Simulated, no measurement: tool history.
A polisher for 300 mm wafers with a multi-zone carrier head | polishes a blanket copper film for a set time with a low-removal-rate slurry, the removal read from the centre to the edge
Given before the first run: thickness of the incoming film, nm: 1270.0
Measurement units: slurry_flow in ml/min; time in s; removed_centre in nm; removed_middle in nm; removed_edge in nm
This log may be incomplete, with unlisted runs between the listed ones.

run  hour  slurry_flow  centre_zone  middle_zone  edge_zone  slurry_solids  time  removed_centre  removed_middle  removed_edge
  1   0.0          225         1.00         1.00       1.00           1.00    84          189.77          191.55        188.03
  2   6.3          255         1.00         1.00       1.00           1.00    84          192.73          195.29        188.51
  3  15.1          255         1.00         1.00       0.91           1.00    84          197.83          193.59        181.87
  4  20.3          255         1.00         1.00       0.91           1.10    84          199.64          201.43        189.02
  5  25.9          255         1.00         1.00       0.91           1.10    66          155.82          157.51        149.14
  6  31.2          275         1.00         1.00       0.91           1.10    66          153.98          155.55        148.76
  7  34.5          275         1.01         1.00       0.93           1.20    70          172.96          166.48        159.44
  8  36.8          270         0.99         1.00       0.94           1.25    75          177.75          189.09        174.04
  9  38.6          265         0.99         0.98       0.96           1.30    78          191.85          185.39        184.00
 10  40.9          260         0.99         0.98       0.98           1.35    81          194.72          197.83        196.57
 11  42.8          260         1.00         0.99       1.00           1.40    83          211.41          206.81        203.45
 12  48.5          260         1.00         0.99       1.02           1.40    84          209.86          210.75        204.94
 13  55.3          260         1.00         0.99       1.02           1.40    85          207.62          210.77        208.57

Expected results for the next run?
 14  58.8          260         1.00         0.99       1.03           1.40    86               ?               ?             ?

removed_centre: 213.62 nm
removed_middle: 213.30 nm
removed_edge: 213.38 nm

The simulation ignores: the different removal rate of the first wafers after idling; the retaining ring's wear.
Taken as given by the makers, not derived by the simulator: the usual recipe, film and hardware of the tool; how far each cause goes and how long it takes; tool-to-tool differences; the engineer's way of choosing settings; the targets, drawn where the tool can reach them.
